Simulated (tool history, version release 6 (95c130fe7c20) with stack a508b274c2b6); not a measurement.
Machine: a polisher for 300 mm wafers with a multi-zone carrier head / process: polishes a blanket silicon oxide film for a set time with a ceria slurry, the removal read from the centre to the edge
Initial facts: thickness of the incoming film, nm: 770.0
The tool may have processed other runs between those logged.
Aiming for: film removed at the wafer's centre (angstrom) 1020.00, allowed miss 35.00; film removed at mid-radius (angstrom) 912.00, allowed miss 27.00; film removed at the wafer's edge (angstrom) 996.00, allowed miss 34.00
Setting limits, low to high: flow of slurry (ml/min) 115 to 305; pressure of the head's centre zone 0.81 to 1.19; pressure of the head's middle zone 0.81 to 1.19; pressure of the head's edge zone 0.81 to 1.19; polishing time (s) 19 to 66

run	hour	flow of slurry (ml/min)	pressure of the head's centre zone	pressure of the head's middle zone	pressure of the head's edge zone	polishing time (s)	film removed at the wafer's centre (angstrom)	film removed at mid-radius (angstrom)	film removed at the wafer's edge (angstrom)
1	0.0	195	1.00	1.00	1.00	42	1208.40	1177.70	1213.40
2	3.5	195	1.03	1.00	1.00	42	1244.30	1188.80	1225.70
3	9.5	185	1.01	0.95	0.95	40	1154.70	1066.70	1117.50
4	17.0	175	0.99	0.92	0.92	40	1108.00	1034.00	1102.30
5	23.8	165	0.99	0.90	0.89	39	1052.10	963.11	1056.90
6	28.5	165	0.99	0.98	0.89	39	1060.20	1046.90	1033.80
7	30.5	155	0.99	0.95	0.88	39	1022.90	1002.10	1037.40
8	32.9	150	1.00	0.93	0.86	39	1019.60	982.74	1017.90
# hour 37.2: slurry nozzle cleaned
9	37.2	145	1.01	0.91	0.85	39	1152.30	1047.90	1079.80
10	39.3	150	1.00	0.89	0.84	38	1124.20	1006.30	1057.90
11	45.6	145	0.99	0.88	0.84	37	1088.80	962.93	1026.70
12	51.6	125	0.94	0.85	0.82	36	956.91	885.40	971.43

Next run, 5 choices. One meets every target within its allowed miss, the rest don't. Which?
A	57.6	140	0.88	0.84	0.85	35	?	?	?
B	57.6	130	0.95	0.84	0.81	37	?	?	?
C	57.6	185	1.00	0.81	0.89	32	?	?	?
D	57.6	115	0.86	0.81	0.85	36	?	?	?
E	57.6	165	0.89	0.89	0.81	34	?	?	?

move	film removed at the wafer's centre (angstrom)	film removed at mid-radius (angstrom)	film removed at the wafer's edge (angstrom)
A	912.14	866.97	963.11
B	1000.00	899.75	988.20
C	977.32	814.61	932.50
D	869.04	823.03	955.62
E	929.92	912.52	942.61
A: lands further from the targets than the last run did
B: every result within its allowed miss
C: lands further from the targets than the last run did
D: lands further from the targets than the last run did
E: lands further from the targets than the last run did
So the answer is move B, the one that meets all the targets.
